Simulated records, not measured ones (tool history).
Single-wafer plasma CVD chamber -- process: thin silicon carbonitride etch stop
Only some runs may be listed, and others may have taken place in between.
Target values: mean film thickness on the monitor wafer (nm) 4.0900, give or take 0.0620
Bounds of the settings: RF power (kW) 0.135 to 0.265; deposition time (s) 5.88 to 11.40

run,hour,RF power (kW),deposition time (s),mean film thickness on the monitor wafer (nm)
1,0.0,0.200,8.64,5.3149
2,8.2,0.200,9.29,5.7231
3,16.8,0.200,9.72,5.9670
4,25.1,0.190,9.12,5.5581
5,32.4,0.190,10.22,6.2336
6,35.9,0.190,9.09,5.5372
7,42.4,0.180,8.55,5.1237
8,50.1,0.170,8.20,4.8548
9,51.4,0.140,6.82,3.8678
10,60.0,0.145,6.84,3.9592

Pick the move, out of 4, that brings all results within their allowed miss; only one does.
A,68.6,0.155,6.99,?
B,68.6,0.165,6.51,?
C,68.6,0.150,6.59,?
D,68.6,0.135,6.79,?

move,mean film thickness on the monitor wafer (nm)
A,4.0763
B,3.8450
C,3.8178
D,3.8534
A: each result inside its tolerance
B: further off than the last run
C: further off than the last run
D: further off than the last run
The move that meets every target is A.
